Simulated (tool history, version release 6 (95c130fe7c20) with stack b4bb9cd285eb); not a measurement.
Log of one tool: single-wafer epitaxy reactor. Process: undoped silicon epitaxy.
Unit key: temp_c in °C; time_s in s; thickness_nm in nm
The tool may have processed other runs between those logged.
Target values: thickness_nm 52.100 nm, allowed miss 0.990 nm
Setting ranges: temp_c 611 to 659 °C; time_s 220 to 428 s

run 1 day=0.000 | temp_c=635 time_s=324 | thickness_nm=42.950
run 2 day=0.317 | temp_c=631 time_s=324 | thickness_nm=38.874
run 3 day=0.425 | temp_c=631 time_s=357 | thickness_nm=42.787
run 4 day=0.708 | temp_c=632 time_s=357 | thickness_nm=43.855
run 5 day=0.888 | temp_c=632 time_s=333 | thickness_nm=40.596
run 6 day=1.125 | temp_c=632 time_s=374 | thickness_nm=45.615
run 7 day=1.200 | temp_c=633 time_s=374 | thickness_nm=46.901
run 8 day=1.371 | temp_c=634 time_s=374 | thickness_nm=47.914
run 9 day=1.667 | temp_c=638 time_s=374 | thickness_nm=53.414

Which of these 5 next moves meets every target?
run A day=1.962 | temp_c=635 time_s=396 | thickness_nm=?
run B day=1.962 | temp_c=639 time_s=372 | thickness_nm=?
run C day=1.962 | temp_c=639 time_s=374 | thickness_nm=?
run D day=1.962 | temp_c=639 time_s=380 | thickness_nm=?
run E day=1.962 | temp_c=634 time_s=428 | thickness_nm=?

move=A thickness_nm=52.477
move=B thickness_nm=54.599
move=C thickness_nm=54.892
move=D thickness_nm=55.773
move=E thickness_nm=55.279
A: every result within its allowed miss
B: the biggest miss grows against the last run
C: the biggest miss grows against the last run
D: the biggest miss grows against the last run
E: the biggest miss grows against the last run
So the answer is move A, the one that meets all the targets.

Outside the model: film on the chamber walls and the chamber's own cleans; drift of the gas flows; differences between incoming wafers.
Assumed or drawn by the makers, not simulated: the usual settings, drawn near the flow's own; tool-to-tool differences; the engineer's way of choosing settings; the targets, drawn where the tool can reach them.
